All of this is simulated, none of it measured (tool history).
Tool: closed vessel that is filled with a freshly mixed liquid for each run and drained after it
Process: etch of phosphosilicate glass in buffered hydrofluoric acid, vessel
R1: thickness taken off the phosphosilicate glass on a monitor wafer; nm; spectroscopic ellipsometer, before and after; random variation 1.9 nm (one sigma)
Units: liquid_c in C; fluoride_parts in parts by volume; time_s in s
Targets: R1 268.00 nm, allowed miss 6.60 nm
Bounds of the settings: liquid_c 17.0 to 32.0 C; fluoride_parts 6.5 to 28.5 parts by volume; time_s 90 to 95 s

run 1 day=0.000 | liquid_c=24.0 fluoride_parts=17.5 time_s=90 | R1=316.01
run 2 day=0.058 | liquid_c=24.0 fluoride_parts=17.5 time_s=90 | R1=317.05
run 3 day=0.233 | liquid_c=23.5 fluoride_parts=17.5 time_s=90 | R1=305.07
run 4 day=0.517 | liquid_c=23.0 fluoride_parts=17.5 time_s=90 | R1=301.05
run 5 day=0.742 | liquid_c=22.5 fluoride_parts=17.5 time_s=90 | R1=294.05
run 6 day=0.800 | liquid_c=25.5 fluoride_parts=17.5 time_s=90 | R1=347.42
run 7 day=0.904 | liquid_c=25.0 fluoride_parts=17.5 time_s=90 | R1=334.74
run 8 day=1.046 | liquid_c=24.5 fluoride_parts=17.5 time_s=90 | R1=325.06
run 9 day=1.346 | liquid_c=24.5 fluoride_parts=17.5 time_s=90 | R1=324.88
run 10 day=1.575 | liquid_c=24.0 fluoride_parts=17.5 time_s=90 | R1=317.53
run 11 day=1.938 | liquid_c=23.5 fluoride_parts=17.5 time_s=90 | R1=311.22
run 12 day=2.246 | liquid_c=20.0 fluoride_parts=17.5 time_s=90 | R1=253.62
run 13 day=2.333 | liquid_c=20.5 fluoride_parts=17.5 time_s=90 | R1=260.67

4 next moves are on the table. One of them brings every result within its allowed miss. Which?
run A day=2.421 | liquid_c=17.5 fluoride_parts=15.5 time_s=90 | R1=?
run B day=2.421 | liquid_c=23.5 fluoride_parts=22.0 time_s=90 | R1=?
run C day=2.421 | liquid_c=21.0 fluoride_parts=18.5 time_s=90 | R1=?
run D day=2.421 | liquid_c=20.0 fluoride_parts=16.5 time_s=90 | R1=?

move=A R1=246.96
move=B R1=251.61
move=C R1=252.67
move=D R1=267.47
A: further off than the last run
B: further off than the last run
C: further off than the last run
D: meets every target
The right move is D.

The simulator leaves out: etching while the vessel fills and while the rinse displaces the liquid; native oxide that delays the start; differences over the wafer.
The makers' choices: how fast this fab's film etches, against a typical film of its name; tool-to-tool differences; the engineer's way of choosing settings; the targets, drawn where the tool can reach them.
